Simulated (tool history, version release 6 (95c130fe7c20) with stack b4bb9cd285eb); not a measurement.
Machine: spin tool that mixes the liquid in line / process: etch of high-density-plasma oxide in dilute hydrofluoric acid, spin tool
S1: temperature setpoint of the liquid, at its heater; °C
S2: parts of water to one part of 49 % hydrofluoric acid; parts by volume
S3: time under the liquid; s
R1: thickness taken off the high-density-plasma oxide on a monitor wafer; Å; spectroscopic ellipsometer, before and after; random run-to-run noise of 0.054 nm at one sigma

run	hour	S1	S2	S3	R1
1	0	25	285	275	37.874
2	7.7	25	360	275	28.133
3	11.4	26.5	320	275	34.601
4	16	26.5	255	275	46.159
5	22.1	26.5	255	275	46.59
6	26.1	28	245	275	51.315
7	31.5	29	235	275	56.124

What will run 8 give?
8	36.6	30	230	275	?

R1: 59.675 Å
